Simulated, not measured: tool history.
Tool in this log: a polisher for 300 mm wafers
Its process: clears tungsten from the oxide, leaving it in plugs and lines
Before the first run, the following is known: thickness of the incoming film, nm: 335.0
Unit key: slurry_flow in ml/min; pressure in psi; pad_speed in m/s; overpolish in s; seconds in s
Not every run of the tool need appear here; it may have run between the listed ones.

run 1 hour=0 | slurry_flow=310 pressure=2.4 pad_speed=0.86 slurry_solids=1 overpolish=34 | seconds=147.36
run 2 hour=6.9 | slurry_flow=250 pressure=2.4 pad_speed=0.86 slurry_solids=1 overpolish=34 | seconds=147.44
run 3 hour=12.5 | slurry_flow=250 pressure=2.4 pad_speed=0.76 slurry_solids=1 overpolish=34 | seconds=166.69
run 4 hour=17.3 | slurry_flow=250 pressure=2.2 pad_speed=0.76 slurry_solids=1 overpolish=34 | seconds=180.75
run 5 hour=18.1 | slurry_flow=250 pressure=2.1 pad_speed=0.76 slurry_solids=1 overpolish=34 | seconds=187.75
run 6 hour=23.7 | slurry_flow=250 pressure=2.1 pad_speed=0.76 slurry_solids=0.9 overpolish=34 | seconds=195.03
run 7 hour=24.7 | slurry_flow=250 pressure=2 pad_speed=0.76 slurry_solids=0.9 overpolish=34 | seconds=199.28
run 8 hour=29.1 | slurry_flow=250 pressure=1.9 pad_speed=0.76 slurry_solids=0.9 overpolish=34 | seconds=213.68

What does the tool deliver on the next run?
run 9 hour=31.8 | slurry_flow=250 pressure=1.8 pad_speed=0.76 slurry_solids=0.9 overpolish=34 | seconds=?

{"run 9": {"seconds": 220.22}}

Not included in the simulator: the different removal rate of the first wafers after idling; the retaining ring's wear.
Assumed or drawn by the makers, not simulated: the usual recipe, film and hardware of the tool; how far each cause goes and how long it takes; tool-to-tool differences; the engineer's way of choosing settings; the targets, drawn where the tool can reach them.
